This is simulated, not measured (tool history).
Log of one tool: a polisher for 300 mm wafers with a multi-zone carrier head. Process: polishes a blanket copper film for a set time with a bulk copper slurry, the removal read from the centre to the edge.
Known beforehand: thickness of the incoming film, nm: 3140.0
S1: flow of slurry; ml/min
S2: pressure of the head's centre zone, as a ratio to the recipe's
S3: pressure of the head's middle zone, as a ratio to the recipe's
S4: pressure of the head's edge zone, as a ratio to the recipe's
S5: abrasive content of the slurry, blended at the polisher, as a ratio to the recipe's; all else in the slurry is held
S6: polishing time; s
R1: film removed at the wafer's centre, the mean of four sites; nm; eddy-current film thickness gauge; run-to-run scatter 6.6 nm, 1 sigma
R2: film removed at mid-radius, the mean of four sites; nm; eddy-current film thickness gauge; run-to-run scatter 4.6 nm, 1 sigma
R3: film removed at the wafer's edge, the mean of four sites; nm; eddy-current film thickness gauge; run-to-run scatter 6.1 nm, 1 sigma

run    day   S1    S2    S3    S4    S5  S6      R1      R2      R3
  1  0.000  290  1.00  1.00  1.00  1.00  40  352.06  344.34  343.16
  2  0.112  290  1.02  1.00  1.02  1.10  41  373.02  353.27  360.13
  3  0.271  290  1.02  1.00  1.02  1.10  46  422.49  395.47  404.26
  4  0.329  290  0.95  1.00  1.02  1.10  46  404.73  402.77  400.57
  5  0.629  290  0.95  1.00  1.02  1.10  42  362.21  361.01  367.91
  6  0.888  295  0.98  1.01  1.03  1.15  43  377.12  382.24  385.23
  7  1.042  295  1.00  1.00  1.02  1.20  44  417.69  391.78  402.00
  8  1.117  300  1.01  1.00  1.02  1.25  44  410.34  392.92  399.28
  9  1.138  300  1.03  1.00  1.02  1.30  45  426.47  401.34  424.68
 10  1.354  300  1.05  1.00  1.01  1.30  45  432.69  411.54  408.06
 11  1.525  300  1.07  1.00  1.02  1.35  45  445.80  409.91  416.81
 12  1.717  300  1.07  1.00  1.02  1.35  45  453.99  406.23  406.95
     1.929  -- centre zone pressure recalibrated
 13  1.929  305  1.07  1.00  1.03  1.40  45  443.24  416.22  424.96
 14  1.992  305  1.08  0.99  1.03  1.40  45  430.06  406.09  427.98

Run 15, settings as shown, results not yet in. Your forecast:
 15  2.283  300  1.10  0.99  1.03  1.40  46   ?   ?   ?

Run 15 came out at R1 452.91 nm, R2 420.80 nm, R3 430.89 nm.
